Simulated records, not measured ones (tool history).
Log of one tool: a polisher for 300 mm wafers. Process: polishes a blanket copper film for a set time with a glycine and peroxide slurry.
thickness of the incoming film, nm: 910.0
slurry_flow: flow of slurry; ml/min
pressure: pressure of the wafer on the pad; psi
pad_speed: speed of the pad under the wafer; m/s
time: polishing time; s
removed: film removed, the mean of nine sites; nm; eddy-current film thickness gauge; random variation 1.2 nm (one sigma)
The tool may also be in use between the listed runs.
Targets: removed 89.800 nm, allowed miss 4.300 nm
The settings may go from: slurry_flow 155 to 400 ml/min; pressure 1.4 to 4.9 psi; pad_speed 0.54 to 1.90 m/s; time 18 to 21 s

run  hour  slurry_flow  pressure  pad_speed  time  removed
  1   0.0          255       3.1       1.22    21  156.600
  2   5.0          310       3.1       1.22    21  162.050
  3   7.9          310       2.7       1.22    21  144.350
  4  13.3          310       2.5       1.20    21  133.640
     15.6  -- slurry nozzle cleaned
  5  15.6          310       2.5       1.20    18  116.810
  6  22.0          310       3.0       1.20    18  138.070
  7  27.1          310       2.8       1.20    18  128.840
  8  35.7          310       2.6       1.20    18  118.560
  9  38.9          310       1.7       1.16    18   83.518

Which of these 4 next moves meets every target?
  A  42.1          365       1.6       1.04    18        ?
  B  42.1          325       1.7       1.12    20        ?
  C  42.1          360       1.6       0.98    20        ?
  D  42.1          320       1.4       1.12    20        ?

move  removed
   A   73.204
   B   88.570
   C   78.274
   D   76.526
A: further off than the last run
B: meets every target
C: further off than the last run
D: further off than the last run
Move B is the one to make.
